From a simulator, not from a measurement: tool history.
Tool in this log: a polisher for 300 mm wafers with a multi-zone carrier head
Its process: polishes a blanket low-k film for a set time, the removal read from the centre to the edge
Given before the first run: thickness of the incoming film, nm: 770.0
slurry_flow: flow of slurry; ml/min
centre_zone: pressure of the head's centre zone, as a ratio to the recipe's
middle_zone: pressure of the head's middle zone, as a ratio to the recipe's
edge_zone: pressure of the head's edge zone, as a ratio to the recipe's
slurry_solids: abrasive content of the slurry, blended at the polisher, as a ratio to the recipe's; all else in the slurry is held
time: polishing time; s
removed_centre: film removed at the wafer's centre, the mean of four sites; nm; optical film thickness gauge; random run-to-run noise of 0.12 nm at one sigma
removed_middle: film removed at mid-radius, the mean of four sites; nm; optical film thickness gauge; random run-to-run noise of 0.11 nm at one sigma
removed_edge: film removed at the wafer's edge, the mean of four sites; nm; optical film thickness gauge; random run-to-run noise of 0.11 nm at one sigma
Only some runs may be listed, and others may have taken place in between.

run 1 hour=0.0 | slurry_flow=215 centre_zone=1.00 middle_zone=1.00 edge_zone=1.00 slurry_solids=1.00 time=53 | removed_centre=19.827 removed_middle=19.468 removed_edge=20.846
run 2 hour=8.3 | slurry_flow=215 centre_zone=1.00 middle_zone=1.00 edge_zone=0.95 slurry_solids=1.00 time=53 | removed_centre=19.267 removed_middle=19.091 removed_edge=20.462
run 3 hour=16.3 | slurry_flow=215 centre_zone=1.00 middle_zone=1.00 edge_zone=1.02 slurry_solids=1.00 time=53 | removed_centre=20.066 removed_middle=19.154 removed_edge=21.190
run 4 hour=25.2 | slurry_flow=210 centre_zone=1.00 middle_zone=0.96 edge_zone=0.97 slurry_solids=0.85 time=49 | removed_centre=16.793 removed_middle=16.129 removed_edge=17.838
run 5 hour=33.8 | slurry_flow=210 centre_zone=1.00 middle_zone=0.96 edge_zone=0.97 slurry_solids=0.65 time=49 | removed_centre=15.105 removed_middle=14.131 removed_edge=15.751
-- hour=40.1 edge zone pressure recalibrated
run 6 hour=40.1 | slurry_flow=210 centre_zone=1.00 middle_zone=0.96 edge_zone=0.92 slurry_solids=0.65 time=49 | removed_centre=15.146 removed_middle=14.416 removed_edge=14.402
run 7 hour=47.2 | slurry_flow=195 centre_zone=0.98 middle_zone=0.91 edge_zone=0.92 slurry_solids=0.60 time=48 | removed_centre=14.032 removed_middle=12.554 removed_edge=13.478
run 8 hour=56.0 | slurry_flow=180 centre_zone=0.94 middle_zone=0.90 edge_zone=0.92 slurry_solids=0.60 time=48 | removed_centre=13.295 removed_middle=12.315 removed_edge=13.344

Estimate the outcome of run 9 from the log above:
run 9 hour=65.0 | slurry_flow=170 centre_zone=0.92 middle_zone=0.88 edge_zone=0.92 slurry_solids=0.60 time=48 | removed_centre=? removed_middle=? removed_edge=?

Run 9 produced removed_centre 12.827 nm, removed_middle 11.887 nm, removed_edge 13.378 nm.

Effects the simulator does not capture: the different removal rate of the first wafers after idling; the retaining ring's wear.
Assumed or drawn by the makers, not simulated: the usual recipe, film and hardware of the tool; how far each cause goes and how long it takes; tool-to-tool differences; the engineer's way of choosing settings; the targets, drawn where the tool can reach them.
